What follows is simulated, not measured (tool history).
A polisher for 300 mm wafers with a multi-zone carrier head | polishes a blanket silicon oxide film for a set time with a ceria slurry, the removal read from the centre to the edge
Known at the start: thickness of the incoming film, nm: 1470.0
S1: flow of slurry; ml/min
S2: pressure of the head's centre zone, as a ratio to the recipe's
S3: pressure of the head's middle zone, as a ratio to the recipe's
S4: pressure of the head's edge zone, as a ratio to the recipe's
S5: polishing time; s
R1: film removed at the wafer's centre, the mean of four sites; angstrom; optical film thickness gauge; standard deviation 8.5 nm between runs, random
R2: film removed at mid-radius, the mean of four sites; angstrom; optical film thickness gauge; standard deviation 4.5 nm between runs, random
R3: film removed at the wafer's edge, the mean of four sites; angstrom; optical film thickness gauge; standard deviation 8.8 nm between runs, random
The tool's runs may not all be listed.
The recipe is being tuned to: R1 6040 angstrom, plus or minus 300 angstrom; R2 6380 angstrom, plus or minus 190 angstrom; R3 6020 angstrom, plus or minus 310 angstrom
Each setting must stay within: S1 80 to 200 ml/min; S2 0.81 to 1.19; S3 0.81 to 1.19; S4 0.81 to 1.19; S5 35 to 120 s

run  hour   S1    S2    S3    S4  S5      R1      R2      R3
  1     0  130     1     1     1  77  4356.4  4369.8  4433.5
  2   8.8  140  1.01  1.03  1.03  81  4681.2  4756.3  4675.3
  3  15.7  140  1.01  1.03  1.03  90  5128.7  5325.3  5319.1
  4  21.6  140  1.01  1.03  1.06  90  5370.1  5344.5  5278.5
  5  25.2  140  1.01  1.03  1.06  78  4489.7  4617.8  4661.3
  6  32.1  140  1.01  0.98  1.06  78  4485.2  4410.5  4669.1
  7  36.5  145  1.01  1.01  1.07  82  4832.7  4821.5  4910.3
  8  44.5  150  1.01  1.03  1.08  85  4977.9  5122.4  5251.3
  9  51.8  155  1.03  1.06  1.09  86  5152.1  5372.1  5356.1
 10  56.1  160  1.05  1.08   1.1  87    5363  5472.7  5355.7
 11  64.3  165  1.05  1.09  1.11  88  5576.1  5580.9  5406.2

Which single option among these 4 for the next run brings every result within its allowed miss of target? Just one does.
  A  72.5  135  1.03  0.84  1.19  96   ?   ?   ?
  B  72.5  135  1.01  1.19     1  92   ?   ?   ?
  C  72.5  170  1.04  1.12   1.1  97   ?   ?   ?
  D  72.5  190  1.17  0.88  1.18  89   ?   ?   ?

move      R1      R2      R3
   A    5639  4753.4  5921.9
   B  5311.4  6113.7    5251
   C    6066  6397.4    5952
   D  6384.8  4873.7  5722.2
A: misses by more than the last run did
B: nearer the targets than the last run, but a result is still out of spec
C: every result within its allowed miss
D: misses by more than the last run did
The move that meets every target is C.
